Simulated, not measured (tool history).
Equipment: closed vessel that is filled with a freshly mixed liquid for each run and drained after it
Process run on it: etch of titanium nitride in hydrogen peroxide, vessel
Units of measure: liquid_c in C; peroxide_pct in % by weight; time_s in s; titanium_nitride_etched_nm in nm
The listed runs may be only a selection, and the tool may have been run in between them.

run	hour	liquid_c	peroxide_pct	time_s	titanium_nitride_etched_nm
1	0	54	16.5	1280	79.198
2	3.9	54	16.5	1360	84.265
3	12.5	54	16.5	1280	78.716
4	15.3	47.5	16.5	1280	49.147
5	17.3	47.5	16.5	1360	52.349
6	22.3	50.5	16.5	1360	65.753
7	23.6	53	16.5	1360	78.109
8	26.6	54.5	16.5	1360	85.164

Run 9 comes next. What will it give?
9	28	56	16.5	1360	?

Run 9 gave titanium_nitride_etched_nm 95.4 nm.

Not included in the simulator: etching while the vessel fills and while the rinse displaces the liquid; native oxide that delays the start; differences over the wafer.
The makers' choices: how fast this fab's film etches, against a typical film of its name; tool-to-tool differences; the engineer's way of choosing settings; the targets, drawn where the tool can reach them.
